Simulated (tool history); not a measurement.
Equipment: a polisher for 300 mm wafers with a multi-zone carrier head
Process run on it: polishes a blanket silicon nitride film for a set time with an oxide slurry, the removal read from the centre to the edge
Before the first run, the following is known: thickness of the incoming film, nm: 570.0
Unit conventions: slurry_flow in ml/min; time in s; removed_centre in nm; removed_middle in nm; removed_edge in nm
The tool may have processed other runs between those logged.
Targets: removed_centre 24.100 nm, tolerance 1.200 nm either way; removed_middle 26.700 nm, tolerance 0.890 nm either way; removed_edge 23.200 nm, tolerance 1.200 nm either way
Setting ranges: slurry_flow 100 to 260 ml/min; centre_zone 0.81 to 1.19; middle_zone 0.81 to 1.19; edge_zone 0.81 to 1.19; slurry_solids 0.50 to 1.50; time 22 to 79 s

run  hour  slurry_flow  centre_zone  middle_zone  edge_zone  slurry_solids  time  removed_centre  removed_middle  removed_edge
  1   0.0          165         1.00         1.00       1.00           1.00    50          32.143          30.905        29.798
  2   0.6          165         1.00         1.03       1.00           1.00    50          31.894          31.774        30.589
  3   5.5          165         1.00         1.03       0.97           1.00    50          31.471          31.688        30.446
  4   6.8          165         1.00         1.03       0.97           1.20    50          35.150          35.633        33.420
     15.7  -- edge zone pressure recalibrated
  5  15.7          165         1.00         1.03       0.93           1.20    50          35.131          35.183        33.757
  6  21.8          165         1.00         1.03       0.99           1.20    50          35.130          35.349        35.496
  7  29.5          155         0.95         1.01       0.95           1.10    50          32.111          33.012        32.619
  8  35.0          140         0.87         1.05       0.85           0.85    49          24.112          27.570        25.219

5 candidate next runs follow, results not yet known. Just one meets every target within its allowed miss. Identify it.
  A  40.5          115         0.81         1.05       0.81           0.85    54               ?               ?             ?
  B  40.5          135         0.88         1.08       0.89           0.85    52               ?               ?             ?
  C  40.5          105         0.81         1.02       0.93           0.90    51               ?               ?             ?
  D  40.5          160         0.93         1.10       0.81           0.80    47               ?               ?             ?
  E  40.5          120         0.81         0.97       0.91           1.05    48               ?               ?             ?

move  removed_centre  removed_middle  removed_edge
   A          24.377          28.626        27.438
   B          25.669          29.229        27.694
   C          23.414          26.919        27.573
   D          23.707          26.391        23.834
   E          25.284          27.741        29.207
A: lands further from the targets than the last run did
B: lands further from the targets than the last run did
C: lands further from the targets than the last run did
D: all results in spec
E: lands further from the targets than the last run did
D meets every target.

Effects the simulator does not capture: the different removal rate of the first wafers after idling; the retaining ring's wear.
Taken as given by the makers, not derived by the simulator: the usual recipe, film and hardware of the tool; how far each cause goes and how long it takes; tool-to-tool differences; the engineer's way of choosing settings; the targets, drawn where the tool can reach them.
